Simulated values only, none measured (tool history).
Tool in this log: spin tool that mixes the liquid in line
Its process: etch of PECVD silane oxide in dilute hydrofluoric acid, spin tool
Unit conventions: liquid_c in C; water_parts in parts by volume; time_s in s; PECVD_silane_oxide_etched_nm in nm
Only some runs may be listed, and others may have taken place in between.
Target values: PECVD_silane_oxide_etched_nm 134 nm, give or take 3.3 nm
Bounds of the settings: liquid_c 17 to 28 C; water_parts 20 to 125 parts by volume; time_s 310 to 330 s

run	hour	liquid_c	water_parts	time_s	PECVD_silane_oxide_etched_nm
1	0	20	70	310	80.867
2	2.3	20	50	310	115.3
3	6.5	20	50	310	114.99
4	14	20	50	330	122.54
5	17.4	17	50	330	108.31
6	21.1	17.5	50	330	110.16
7	26.6	18	50	330	112.21
8	29.6	18.5	50	330	114.99
9	35.5	19	50	330	118
10	43.4	19.5	50	330	119.8
11	49.7	20	50	330	123.6

5 next moves are on the table. One of them brings every result within its allowed miss. Which?
A	56	19	50	310	?
B	56	21	55	320	?
C	56	19.5	50	320	?
D	56	18	50	325	?
E	56	22	50	330	?

move	PECVD_silane_oxide_etched_nm
A	110.7
B	112.41
C	116.74
D	111.18
E	133.79
A: the biggest miss grows against the last run
B: the biggest miss grows against the last run
C: the biggest miss grows against the last run
D: the biggest miss grows against the last run
E: in spec on every target
Go with E: it meets all targets.
